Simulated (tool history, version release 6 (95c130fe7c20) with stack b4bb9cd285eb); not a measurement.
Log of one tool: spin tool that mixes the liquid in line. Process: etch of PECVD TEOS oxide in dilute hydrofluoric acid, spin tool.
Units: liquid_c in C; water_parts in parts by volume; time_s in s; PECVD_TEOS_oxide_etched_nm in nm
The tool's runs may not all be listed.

run,hour,liquid_c,water_parts,time_s,PECVD_TEOS_oxide_etched_nm
1,0.0,26.0,110,85,6.2974
2,7.7,25.0,110,85,6.1417
3,12.0,25.0,110,60,4.3380
4,17.0,28.5,110,60,4.9333
5,18.5,25.5,110,60,4.3672
6,20.4,27.5,110,60,4.7618
7,22.4,29.5,110,60,5.0799

Run 8 comes next. What will it give?
8,30.7,30.5,110,60,?

{"run 8": {"PECVD_TEOS_oxide_etched_nm": 5.3043}}

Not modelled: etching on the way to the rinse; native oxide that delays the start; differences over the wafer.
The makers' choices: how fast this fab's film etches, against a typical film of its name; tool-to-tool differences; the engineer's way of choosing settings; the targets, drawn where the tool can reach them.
